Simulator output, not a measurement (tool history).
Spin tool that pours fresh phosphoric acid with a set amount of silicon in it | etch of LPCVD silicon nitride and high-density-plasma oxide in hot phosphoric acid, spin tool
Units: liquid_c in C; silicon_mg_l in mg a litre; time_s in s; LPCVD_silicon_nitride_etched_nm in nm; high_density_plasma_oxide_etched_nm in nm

run,day,liquid_c,silicon_mg_l,time_s,LPCVD_silicon_nitride_etched_nm,high_density_plasma_oxide_etched_nm
1,0.000,163.0,13.5,100,9.6552,0.60667
2,0.229,164.0,19.0,115,11.4620,0.60601
3,0.250,165.0,21.0,125,12.7330,0.80798
4,0.617,163.0,21.0,125,12.0110,0.64622
5,0.679,164.0,24.0,135,13.4430,0.64763
6,1.012,164.5,25.5,145,14.5930,0.71262
7,1.254,164.5,25.5,145,14.6290,0.78306

Forecast run 8:
8,1.338,164.5,27.0,155,?,?

Run 8 gave LPCVD_silicon_nitride_etched_nm 15.6520 nm, high_density_plasma_oxide_etched_nm 0.73171 nm.
